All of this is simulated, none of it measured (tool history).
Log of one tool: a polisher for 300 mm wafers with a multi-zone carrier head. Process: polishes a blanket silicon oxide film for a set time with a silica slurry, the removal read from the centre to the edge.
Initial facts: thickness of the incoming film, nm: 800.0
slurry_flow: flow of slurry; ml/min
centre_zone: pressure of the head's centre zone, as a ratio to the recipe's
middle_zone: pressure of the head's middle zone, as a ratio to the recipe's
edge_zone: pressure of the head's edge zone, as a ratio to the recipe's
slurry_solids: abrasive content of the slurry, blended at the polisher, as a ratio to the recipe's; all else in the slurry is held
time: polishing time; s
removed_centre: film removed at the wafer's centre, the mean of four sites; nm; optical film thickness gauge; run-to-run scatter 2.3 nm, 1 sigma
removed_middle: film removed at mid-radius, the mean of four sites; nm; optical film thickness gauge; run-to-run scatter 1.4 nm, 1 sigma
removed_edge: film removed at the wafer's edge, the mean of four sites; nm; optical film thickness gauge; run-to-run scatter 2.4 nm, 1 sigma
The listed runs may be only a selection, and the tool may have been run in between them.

run	hour	slurry_flow	centre_zone	middle_zone	edge_zone	slurry_solids	time	removed_centre	removed_middle	removed_edge
1	0.0	235	1.00	1.00	1.00	1.0	67	141.57	140.55	146.78
2	5.2	235	1.00	1.00	0.95	1.0	67	140.99	137.59	141.01
3	10.5	235	1.08	1.00	0.95	1.0	67	150.78	140.58	142.35
4	14.8	235	1.08	1.00	0.95	0.8	67	134.74	124.65	122.80
5	17.1	235	1.02	1.00	0.95	0.8	67	130.64	125.61	125.82
6	20.7	235	1.02	1.00	0.95	0.8	83	159.03	151.71	157.72

Expected results for the next run?
7	21.5	235	1.02	1.00	0.95	0.8	83	?	?	?

removed_centre: 156.85 nm
removed_middle: 153.36 nm
removed_edge: 156.38 nm

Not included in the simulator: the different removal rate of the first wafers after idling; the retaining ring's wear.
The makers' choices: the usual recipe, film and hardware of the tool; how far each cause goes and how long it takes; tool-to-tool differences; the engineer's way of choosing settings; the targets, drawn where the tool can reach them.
